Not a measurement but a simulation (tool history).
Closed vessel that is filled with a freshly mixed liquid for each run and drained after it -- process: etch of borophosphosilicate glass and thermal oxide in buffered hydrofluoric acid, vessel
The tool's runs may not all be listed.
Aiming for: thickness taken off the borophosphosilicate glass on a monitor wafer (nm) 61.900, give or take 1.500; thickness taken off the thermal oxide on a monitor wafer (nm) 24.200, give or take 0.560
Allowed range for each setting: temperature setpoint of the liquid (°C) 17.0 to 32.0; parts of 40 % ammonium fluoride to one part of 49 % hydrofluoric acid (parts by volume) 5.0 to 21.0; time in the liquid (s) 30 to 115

| run | hour | temperature setpoint of the liquid (°C) | parts of 40 % ammonium fluoride to one part of 49 % hydrofluoric acid (parts by volume) | time in the liquid (s) | thickness taken off the borophosphosilicate glass on a monitor wafer (nm) | thickness taken off the thermal oxide on a monitor wafer (nm) |
|---|---|---|---|---|---|---|
| 1 | 0.0 | 24.0 | 13.0 | 60 | 131.470 | 51.262 |
| 2 | 2.0 | 21.5 | 14.5 | 60 | 103.610 | 40.301 |
| 3 | 4.9 | 20.0 | 16.0 | 60 | 85.289 | 33.604 |
| 4 | 6.5 | 17.0 | 16.0 | 60 | 73.300 | 28.396 |
| 5 | 14.3 | 17.0 | 14.5 | 60 | 80.032 | 31.161 |
| 6 | 17.6 | 17.0 | 16.0 | 60 | 71.749 | 28.208 |
| 7 | 25.2 | 17.0 | 16.5 | 60 | 70.237 | 27.528 |
| 8 | 34.4 | 17.0 | 17.0 | 60 | 68.102 | 26.724 |
| 9 | 43.1 | 17.0 | 17.5 | 60 | 66.471 | 25.847 |
| 10 | 45.3 | 17.0 | 18.0 | 60 | 63.938 | 25.261 |
| 11 | 47.7 | 17.0 | 18.0 | 60 | 63.979 | 25.258 |

Consider the 4 candidate settings below. Which is the only one whose results all fall within their allowed miss of target?
| A | 50.1 | 17.5 | 19.5 | 65 | ? | ? |
| B | 50.1 | 17.0 | 16.5 | 50 | ? | ? |
| C | 50.1 | 19.5 | 19.0 | 50 | ? | ? |
| D | 50.1 | 17.0 | 15.5 | 50 | ? | ? |

| move | thickness taken off the borophosphosilicate glass on a monitor wafer (nm) | thickness taken off the thermal oxide on a monitor wafer (nm) |
|---|---|---|
| A | 67.009 | 26.125 |
| B | 59.143 | 23.034 |
| C | 59.163 | 23.095 |
| D | 62.922 | 24.499 |
A: lands further from the targets than the last run did
B: moves the result that the last run missed by most past its target, out the other side
C: moves the result that the last run missed by most past its target, out the other side
D: each result inside its tolerance
Answer: D
